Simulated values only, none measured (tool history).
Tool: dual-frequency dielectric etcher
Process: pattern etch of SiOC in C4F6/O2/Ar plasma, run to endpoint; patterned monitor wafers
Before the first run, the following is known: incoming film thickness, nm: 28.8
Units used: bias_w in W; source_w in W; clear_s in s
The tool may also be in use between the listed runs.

run,hour,bias_w,source_w,clear_s
1,0,543,380,11.168
2,2.1,543,320,11.641
3,4.8,460,320,12.172
4,6.5,460,390,11.502
5,8.7,512,420,11.006
6,16.3,554,440,10.363
7,21.5,575,450,10.386

Run 8, settings as shown, results not yet in. Your forecast:
8,25.1,598,460,?

clear_s: 10.201 s
